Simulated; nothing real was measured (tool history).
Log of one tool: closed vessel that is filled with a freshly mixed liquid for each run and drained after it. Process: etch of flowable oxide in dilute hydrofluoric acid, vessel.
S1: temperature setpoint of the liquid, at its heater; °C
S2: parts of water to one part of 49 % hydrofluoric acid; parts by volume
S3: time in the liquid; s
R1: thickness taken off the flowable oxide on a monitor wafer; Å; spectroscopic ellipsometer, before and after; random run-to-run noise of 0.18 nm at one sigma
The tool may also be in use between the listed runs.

Run 1, hour 0.0: S1 22.0 °C, S2 140 parts by volume, S3 105 s. Result: R1 178.43 Å.
Run 2, hour 6.6: S1 22.0 °C, S2 140 parts by volume, S3 110 s. Result: R1 186.41 Å.
Run 3, hour 8.5: S1 23.5 °C, S2 130 parts by volume, S3 110 s. Result: R1 216.41 Å.
Run 4, hour 14.0: S1 23.5 °C, S2 130 parts by volume, S3 110 s. Result: R1 216.96 Å.
Run 5, hour 20.2: S1 23.5 °C, S2 90 parts by volume, S3 110 s. Result: R1 327.60 Å.
Run 6, hour 22.8: S1 23.5 °C, S2 90 parts by volume, S3 110 s. Result: R1 328.86 Å.

For run 7, what comes out?
Run 7, hour 28.9: S1 24.0 °C, S2 90 parts by volume, S3 110 s. Result: R1 ?.

{"run 7": {"R1": 333.77}}

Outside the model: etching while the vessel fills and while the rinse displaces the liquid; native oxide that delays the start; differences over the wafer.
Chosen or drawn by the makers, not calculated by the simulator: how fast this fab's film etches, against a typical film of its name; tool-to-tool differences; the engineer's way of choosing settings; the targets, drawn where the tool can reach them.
